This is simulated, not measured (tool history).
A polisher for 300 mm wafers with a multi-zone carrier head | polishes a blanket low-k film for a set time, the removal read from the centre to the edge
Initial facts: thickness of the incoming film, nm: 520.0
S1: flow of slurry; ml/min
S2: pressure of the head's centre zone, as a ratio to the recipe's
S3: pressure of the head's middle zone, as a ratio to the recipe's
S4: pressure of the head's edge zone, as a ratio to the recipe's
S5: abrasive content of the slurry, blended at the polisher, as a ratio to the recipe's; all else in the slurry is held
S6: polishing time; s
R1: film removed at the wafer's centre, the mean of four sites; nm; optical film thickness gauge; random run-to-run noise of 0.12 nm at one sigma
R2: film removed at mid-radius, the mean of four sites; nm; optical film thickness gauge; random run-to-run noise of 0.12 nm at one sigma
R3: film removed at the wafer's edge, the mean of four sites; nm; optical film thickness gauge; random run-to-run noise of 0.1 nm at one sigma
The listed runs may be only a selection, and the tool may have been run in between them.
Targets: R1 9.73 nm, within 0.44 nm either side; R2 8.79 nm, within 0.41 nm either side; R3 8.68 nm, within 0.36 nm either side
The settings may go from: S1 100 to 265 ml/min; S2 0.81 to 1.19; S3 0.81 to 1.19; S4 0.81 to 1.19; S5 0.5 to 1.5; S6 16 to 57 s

Run 1, day 0: S1 170 ml/min, S2 1, S3 1, S4 1, S5 1, S6 36 s. Result: R1 10.693 nm, R2 10.627 nm, R3 10.63 nm.
Run 2, day 0.133: S1 170 ml/min, S2 1, S3 1, S4 1, S5 1, S6 32 s. Result: R1 9.704 nm, R2 9.3933 nm, R3 9.1867 nm.
Run 3, day 0.371: S1 170 ml/min, S2 1, S3 1, S4 1.04, S5 1, S6 32 s. Result: R1 9.6384 nm, R2 9.2958 nm, R3 9.4616 nm.
Run 4, day 0.462: S1 170 ml/min, S2 0.94, S3 1, S4 1.04, S5 1, S6 32 s. Result: R1 8.9734 nm, R2 9.3371 nm, R3 9.5296 nm.
Run 5, day 0.812: S1 170 ml/min, S2 0.95, S3 1, S4 1.03, S5 1, S6 32 s. Result: R1 9.1211 nm, R2 9.4573 nm, R3 9.4999 nm.
Run 6, day 1.079: S1 170 ml/min, S2 0.96, S3 1, S4 1.02, S5 1, S6 32 s. Result: R1 9.1287 nm, R2 9.5083 nm, R3 9.459 nm.
Run 7, day 1.321: S1 170 ml/min, S2 0.97, S3 1, S4 1.01, S5 1, S6 32 s. Result: R1 9.31 nm, R2 9.6018 nm, R3 9.3072 nm.
At day 1.642: worn pad replaced by a new one.
Run 8, day 1.642: S1 170 ml/min, S2 0.98, S3 0.99, S4 1.01, S5 1, S6 32 s. Result: R1 10.383 nm, R2 10.339 nm, R3 10.169 nm.
Run 9, day 1.854: S1 150 ml/min, S2 1.01, S3 0.92, S4 0.91, S5 0.75, S6 31 s. Result: R1 8.7162 nm, R2 8.1624 nm, R3 8.2411 nm.
Run 10, day 2.188: S1 155 ml/min, S2 1.01, S3 0.92, S4 0.91, S5 0.75, S6 31 s. Result: R1 8.7552 nm, R2 7.9052 nm, R3 8.0834 nm.

Below are 5 possible settings for the next run. Only one of them brings all results inside the allowed miss of their targets. Which is it?
Run A, day 2.521: S1 155 ml/min, S2 0.88, S3 0.94, S4 0.93, S5 0.6, S6 35 s. Result: R1 ?, R2 ?, R3 ?.
Run B, day 2.521: S1 145 ml/min, S2 0.87, S3 0.98, S4 0.9, S5 0.8, S6 35 s. Result: R1 ?, R2 ?, R3 ?.
Run C, day 2.521: S1 135 ml/min, S2 0.96, S3 0.85, S4 0.87, S5 0.8, S6 36 s. Result: R1 ?, R2 ?, R3 ?.
Run D, day 2.521: S1 175 ml/min, S2 1.06, S3 0.96, S4 0.91, S5 0.7, S6 34 s. Result: R1 ?, R2 ?, R3 ?.
Run E, day 2.521: S1 175 ml/min, S2 1.09, S3 0.86, S4 0.88, S5 0.75, S6 27 s. Result: R1 ?, R2 ?, R3 ?.

move      R1      R2      R3
   A  7.7733   8.325  8.2415
   B   8.795  9.8579  9.3149
   C   9.677     8.9  9.3839
   D  9.7455  9.0633  8.6969
   E  8.1941  6.7957  7.0557
A: lands further from the targets than the last run did
B: lands further from the targets than the last run did
C: puts the biggest miss on target and leaves a different result outside tolerance
D: each result inside its tolerance
E: lands further from the targets than the last run did
So the answer is move D, the one that meets all the targets.
